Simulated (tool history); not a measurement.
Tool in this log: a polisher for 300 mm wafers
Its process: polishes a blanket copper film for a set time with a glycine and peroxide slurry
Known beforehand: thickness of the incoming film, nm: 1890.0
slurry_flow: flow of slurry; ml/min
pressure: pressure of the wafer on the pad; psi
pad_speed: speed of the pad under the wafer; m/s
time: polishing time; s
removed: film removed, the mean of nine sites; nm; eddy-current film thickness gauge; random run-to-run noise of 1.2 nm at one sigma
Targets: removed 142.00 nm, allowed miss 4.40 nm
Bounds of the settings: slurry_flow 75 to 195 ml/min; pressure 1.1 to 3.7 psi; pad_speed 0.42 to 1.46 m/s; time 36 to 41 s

run  hour  slurry_flow  pressure  pad_speed  time  removed
  1   0.0          125       2.4       0.94    41   174.06
  2   7.7          150       2.4       0.94    41   180.25
  3  11.4          145       2.3       0.94    41   175.93
  4  12.4          155       2.3       0.94    41   175.66
  5  17.1          155       2.5       0.94    41   187.89
  6  24.5          150       2.4       0.94    41   182.00
  7  27.9          145       2.3       0.94    41   176.28
  8  32.0          120       1.7       0.92    41   131.40
  9  32.5          125       1.7       0.92    41   132.36
 10  41.4          130       1.7       0.92    41   134.66

Which of these 4 next moves meets every target?
  A  50.3          125       1.6       0.90    41        ?
  B  50.3          115       1.9       1.00    39        ?
  C  50.3          150       1.7       0.82    39        ?
  D  50.3          135       1.9       1.02    40        ?

move  removed
   A   126.04
   B   142.03
   C   123.20
   D   152.60
A: further off than the last run
B: in spec on every target
C: further off than the last run
D: carries the result that was furthest off beyond its target, to the other side
The right move is B.

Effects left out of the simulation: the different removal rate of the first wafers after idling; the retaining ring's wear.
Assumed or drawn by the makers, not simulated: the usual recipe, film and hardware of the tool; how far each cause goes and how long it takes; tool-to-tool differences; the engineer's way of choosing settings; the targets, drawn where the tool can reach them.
